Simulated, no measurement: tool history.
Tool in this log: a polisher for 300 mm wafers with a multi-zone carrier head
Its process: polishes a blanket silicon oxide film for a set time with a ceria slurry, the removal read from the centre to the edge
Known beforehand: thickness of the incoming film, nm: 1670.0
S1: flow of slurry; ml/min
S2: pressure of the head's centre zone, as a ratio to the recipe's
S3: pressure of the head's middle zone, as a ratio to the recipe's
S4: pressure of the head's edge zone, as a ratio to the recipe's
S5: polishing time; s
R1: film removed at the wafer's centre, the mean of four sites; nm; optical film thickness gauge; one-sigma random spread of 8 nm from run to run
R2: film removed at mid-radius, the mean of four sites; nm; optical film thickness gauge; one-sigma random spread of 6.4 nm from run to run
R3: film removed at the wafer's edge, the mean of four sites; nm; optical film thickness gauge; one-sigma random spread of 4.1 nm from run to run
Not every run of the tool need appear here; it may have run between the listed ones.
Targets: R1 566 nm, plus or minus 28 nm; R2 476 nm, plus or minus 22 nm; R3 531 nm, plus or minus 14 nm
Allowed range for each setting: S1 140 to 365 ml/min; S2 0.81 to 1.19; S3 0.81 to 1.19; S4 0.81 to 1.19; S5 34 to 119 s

Run 1, hour 0: S1 235 ml/min, S2 1, S3 1, S4 1, S5 76 s. Result: R1 394.41 nm, R2 391.37 nm, R3 409.03 nm.
Run 2, hour 4.8: S1 245 ml/min, S2 1.04, S3 1, S4 1.04, S5 80 s. Result: R1 420.2 nm, R2 427.74 nm, R3 441.14 nm.
Run 3, hour 12.4: S1 245 ml/min, S2 1.08, S3 0.96, S4 1.03, S5 84 s. Result: R1 480.08 nm, R2 417.88 nm, R3 454.18 nm.
Run 4, hour 20.7: S1 245 ml/min, S2 1.08, S3 0.91, S4 1.03, S5 84 s. Result: R1 476.01 nm, R2 401.69 nm, R3 462.37 nm.
Run 5, hour 22.3: S1 245 ml/min, S2 1.08, S3 0.91, S4 1.03, S5 73 s. Result: R1 408.06 nm, R2 341.63 nm, R3 393.96 nm.
Run 6, hour 28.7: S1 250 ml/min, S2 1.1, S3 0.92, S4 1.05, S5 78 s. Result: R1 452.4 nm, R2 380.04 nm, R3 434.37 nm.
Run 7, hour 30.9: S1 260 ml/min, S2 1.12, S3 0.93, S4 1.08, S5 80 s. Result: R1 466.39 nm, R2 385.89 nm, R3 447.53 nm.
Run 8, hour 35.4: S1 265 ml/min, S2 1.13, S3 0.95, S4 1.09, S5 83 s. Result: R1 493.91 nm, R2 413.81 nm, R3 462.85 nm.
Run 9, hour 37.8: S1 265 ml/min, S2 1.13, S3 0.95, S4 1.09, S5 83 s. Result: R1 488.84 nm, R2 413.71 nm, R3 463.05 nm.

Exercise: of the 4 proposed moves below, exactly one satisfies all targets within the stated allowed misses. Which move is it?
Run A, hour 40.2: S1 305 ml/min, S2 1.17, S3 0.96, S4 1.07, S5 87 s. Result: R1 ?, R2 ?, R3 ?.
Run B, hour 40.2: S1 195 ml/min, S2 0.93, S3 0.99, S4 1.13, S5 97 s. Result: R1 ?, R2 ?, R3 ?.
Run C, hour 40.2: S1 325 ml/min, S2 1.15, S3 0.97, S4 1.12, S5 92 s. Result: R1 ?, R2 ?, R3 ?.
Run D, hour 40.2: S1 245 ml/min, S2 1.17, S3 0.88, S4 1.15, S5 98 s. Result: R1 ?, R2 ?, R3 ?.

move      R1      R2      R3
   A  546.34  435.23  487.03
   B  460.26  476.96  536.81
   C  571.16  466.75  526.66
   D  601.51  446.86  557.03
A: moves toward the targets from the last run without getting all of them in spec
B: brings the result that was furthest off to its target, and leaves another outside
C: each result inside its tolerance
D: carries the result that was furthest off beyond its target, to the other side
The move that meets every target is C.

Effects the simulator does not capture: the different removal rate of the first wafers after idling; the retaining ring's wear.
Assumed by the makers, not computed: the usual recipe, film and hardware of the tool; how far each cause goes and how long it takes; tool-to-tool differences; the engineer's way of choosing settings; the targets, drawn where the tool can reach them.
